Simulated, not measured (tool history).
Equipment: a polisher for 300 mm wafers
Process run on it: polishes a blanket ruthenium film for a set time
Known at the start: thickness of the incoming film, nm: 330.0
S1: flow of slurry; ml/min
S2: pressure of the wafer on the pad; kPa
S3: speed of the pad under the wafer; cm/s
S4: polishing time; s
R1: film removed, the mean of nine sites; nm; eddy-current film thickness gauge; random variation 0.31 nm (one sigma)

run	hour	S1	S2	S3	S4	R1
1	0	290	13.8	120	27	38.143
2	4.9	340	13.8	120	27	38.926
3	11.4	380	13.8	120	27	39.082
4	17.9	380	13.8	120	27	39.54
5	24	380	13.8	120	27	38.755
6	31.8	380	13.8	120	27	39.814
7	36.7	370	13.1	120	27	36.997

Forecast run 8:
8	45.1	370	12.4	120	27	?

Logged for run 8: R1 35.349 nm.
